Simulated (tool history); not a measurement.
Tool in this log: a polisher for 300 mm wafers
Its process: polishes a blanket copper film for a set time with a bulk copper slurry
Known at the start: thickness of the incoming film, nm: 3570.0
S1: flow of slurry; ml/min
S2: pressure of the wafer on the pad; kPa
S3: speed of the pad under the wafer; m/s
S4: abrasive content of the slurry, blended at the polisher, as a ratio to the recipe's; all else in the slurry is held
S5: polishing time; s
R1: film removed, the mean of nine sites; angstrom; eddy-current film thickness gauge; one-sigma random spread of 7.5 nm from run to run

run,hour,S1,S2,S3,S4,S5,R1
1,0,195,18.6,1.02,1,111,10949
2,1.8,190,17.2,1.02,1,111,10070
3,4.9,190,17.2,1.02,1,111,10101
4,9.6,190,18.6,1.02,1,111,10817
5,14.7,185,17.9,1.02,1,111,10493
6,18.2,185,21.4,1.02,1,111,12334
7,23.9,170,16.5,1,1,111,9493.9
8,25.6,165,13.8,1,1,111,7727.7
9,32.2,175,13.8,1,1,111,7826.2

What does the tool deliver on the next run?
10,40.2,180,13.8,1,1,111,?

Run 10 measured R1 7910.4 angstrom.
